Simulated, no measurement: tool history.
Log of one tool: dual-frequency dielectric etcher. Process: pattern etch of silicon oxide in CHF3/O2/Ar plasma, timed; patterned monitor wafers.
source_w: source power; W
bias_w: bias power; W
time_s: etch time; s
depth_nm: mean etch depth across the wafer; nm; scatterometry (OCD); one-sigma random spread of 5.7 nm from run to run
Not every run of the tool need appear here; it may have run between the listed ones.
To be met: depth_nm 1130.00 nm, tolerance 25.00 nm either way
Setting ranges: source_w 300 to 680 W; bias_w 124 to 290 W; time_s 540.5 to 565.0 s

run  hour  source_w  bias_w  time_s  depth_nm
  1   0.0       490     207   540.5    986.44
  2   4.2       520     211   541.0   1011.60
  3   8.1       550     215   541.5   1056.80
  4  13.9       560     216   541.5   1072.40
  5  18.9       560     238   541.5   1097.20
  6  21.0       570     239   541.5   1093.80
     29.8  -- wet clean of the chamber
  7  29.8       580     240   541.5   1086.40
  8  36.5       590     242   542.0   1094.70

Consider the 5 candidate settings below. Which is the only one whose results all fall within their allowed miss of target?
  A  43.2       560     218   555.0         ?
  B  43.2       530     251   545.5         ?
  C  43.2       560     227   557.5         ?
  D  43.2       620     234   556.5         ?
  E  43.2       580     244   540.5         ?

move  depth_nm
   A   1062.70
   B   1052.80
   C   1077.40
   D   1134.30
   E   1079.60
A: further off than the last run
B: further off than the last run
C: further off than the last run
D: all results in spec
E: further off than the last run
So the answer is move D, the one that meets all the targets.

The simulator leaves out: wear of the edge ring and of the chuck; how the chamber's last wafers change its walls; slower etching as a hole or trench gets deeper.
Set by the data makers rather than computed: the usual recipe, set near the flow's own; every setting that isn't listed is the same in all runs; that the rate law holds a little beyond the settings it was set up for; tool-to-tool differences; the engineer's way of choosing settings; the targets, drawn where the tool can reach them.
